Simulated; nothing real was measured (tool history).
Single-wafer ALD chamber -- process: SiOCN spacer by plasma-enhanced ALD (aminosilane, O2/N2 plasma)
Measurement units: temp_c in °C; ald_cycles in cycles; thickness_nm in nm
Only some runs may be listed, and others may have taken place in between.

| run | day | temp_c | ald_cycles | thickness_nm |
|---|---|---|---|---|
| 1 | 0.000 | 415 | 49 | 2.9774 |
| 2 | 0.221 | 409 | 49 | 3.0422 |
| 3 | 0.288 | 409 | 46 | 2.8472 |
| 4 | 0.383 | 409 | 43 | 2.6627 |
| 5 | 0.492 | 409 | 46 | 2.8431 |
| 6 | 0.583 | 409 | 40 | 2.4733 |
| 7 | 0.754 | 408 | 42 | 2.6281 |
| 8 | 0.858 | 407 | 44 | 2.7359 |
| 9 | 1.133 | 406 | 46 | 2.8705 |
| 10 | 1.292 | 396 | 54 | 3.4577 |
| 11 | 1.371 | 396 | 55 | 3.5271 |

What does the tool deliver on the next run?
| 12 | 1.442 | 396 | 56 | ? |

thickness_nm: 3.6104 nm

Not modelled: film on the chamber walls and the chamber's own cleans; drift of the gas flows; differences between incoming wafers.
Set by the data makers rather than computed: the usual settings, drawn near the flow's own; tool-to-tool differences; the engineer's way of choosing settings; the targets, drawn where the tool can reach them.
